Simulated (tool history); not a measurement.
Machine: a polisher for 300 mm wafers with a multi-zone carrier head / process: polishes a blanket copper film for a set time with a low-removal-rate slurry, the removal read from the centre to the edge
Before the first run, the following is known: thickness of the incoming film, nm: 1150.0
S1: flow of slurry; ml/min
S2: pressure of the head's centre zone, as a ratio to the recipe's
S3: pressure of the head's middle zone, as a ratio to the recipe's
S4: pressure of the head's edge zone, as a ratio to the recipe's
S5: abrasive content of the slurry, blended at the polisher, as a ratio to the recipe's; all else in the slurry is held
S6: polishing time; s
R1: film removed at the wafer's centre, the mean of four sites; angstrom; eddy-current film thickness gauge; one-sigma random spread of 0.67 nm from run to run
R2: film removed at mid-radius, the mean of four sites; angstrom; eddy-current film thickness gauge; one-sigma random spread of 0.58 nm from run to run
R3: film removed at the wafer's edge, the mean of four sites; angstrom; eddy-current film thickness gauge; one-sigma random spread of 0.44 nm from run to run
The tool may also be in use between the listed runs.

| run | day | S1 | S2 | S3 | S4 | S5 | S6 | R1 | R2 | R3 |
|---|---|---|---|---|---|---|---|---|---|---|
| 1 | 0.000 | 125 | 1.00 | 1.00 | 1.00 | 1.0 | 38 | 674.49 | 699.08 | 663.93 |
| 2 | 0.179 | 125 | 1.09 | 1.00 | 1.00 | 1.0 | 38 | 733.65 | 679.24 | 676.24 |
| 3 | 0.246 | 125 | 1.09 | 1.00 | 0.94 | 1.0 | 38 | 747.05 | 692.12 | 651.54 |
| 4 | 0.317 | 125 | 1.09 | 1.05 | 0.94 | 1.0 | 38 | 743.22 | 717.34 | 656.62 |
| 5 | 0.604 | 115 | 1.08 | 1.01 | 0.94 | 0.9 | 36 | 647.22 | 632.32 | 603.57 |
| 6 | 0.662 | 115 | 1.14 | 1.01 | 0.94 | 0.9 | 36 | 695.04 | 620.32 | 600.75 |

Expected results for the next run?
| 7 | 0.942 | 110 | 1.13 | 0.99 | 0.92 | 0.8 | 34 | ? | ? | ? |

R1: 646.53 angstrom
R2: 557.26 angstrom
R3: 538.52 angstrom

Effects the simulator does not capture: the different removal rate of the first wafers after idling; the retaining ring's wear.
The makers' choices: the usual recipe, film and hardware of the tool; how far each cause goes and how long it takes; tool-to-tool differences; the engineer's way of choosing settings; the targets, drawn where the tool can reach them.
